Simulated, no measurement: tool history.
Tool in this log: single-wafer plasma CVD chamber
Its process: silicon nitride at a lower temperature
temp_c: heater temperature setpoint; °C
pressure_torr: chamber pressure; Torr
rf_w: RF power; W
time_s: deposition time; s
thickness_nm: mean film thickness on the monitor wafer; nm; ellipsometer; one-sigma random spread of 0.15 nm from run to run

run 1 day=0 | temp_c=360 pressure_torr=2.04 rf_w=345 time_s=46.7 | thickness_nm=59.226
run 2 day=0.254 | temp_c=360 pressure_torr=2.04 rf_w=365 time_s=46.7 | thickness_nm=61.084
run 3 day=0.279 | temp_c=360 pressure_torr=1.9 rf_w=345 time_s=46.7 | thickness_nm=57.386
run 4 day=0.617 | temp_c=360 pressure_torr=1.8 rf_w=330 time_s=46.7 | thickness_nm=55.211
run 5 day=0.842 | temp_c=360 pressure_torr=1.72 rf_w=315 time_s=46.7 | thickness_nm=52.542
-- day=1.1 thermocouple changed; heater temperature recalibrated
run 6 day=1.1 | temp_c=360 pressure_torr=1.72 rf_w=315 time_s=46.7 | thickness_nm=52.294
run 7 day=1.208 | temp_c=360 pressure_torr=1.65 rf_w=305 time_s=46.7 | thickness_nm=50.109
run 8 day=1.338 | temp_c=360 pressure_torr=1.65 rf_w=305 time_s=46.7 | thickness_nm=50.214

Run 9 has not been measured yet. What should we expect?
run 9 day=1.658 | temp_c=360 pressure_torr=1.59 rf_w=300 time_s=46.7 | thickness_nm=?

{"run 9": {"thickness_nm": 48.947}}

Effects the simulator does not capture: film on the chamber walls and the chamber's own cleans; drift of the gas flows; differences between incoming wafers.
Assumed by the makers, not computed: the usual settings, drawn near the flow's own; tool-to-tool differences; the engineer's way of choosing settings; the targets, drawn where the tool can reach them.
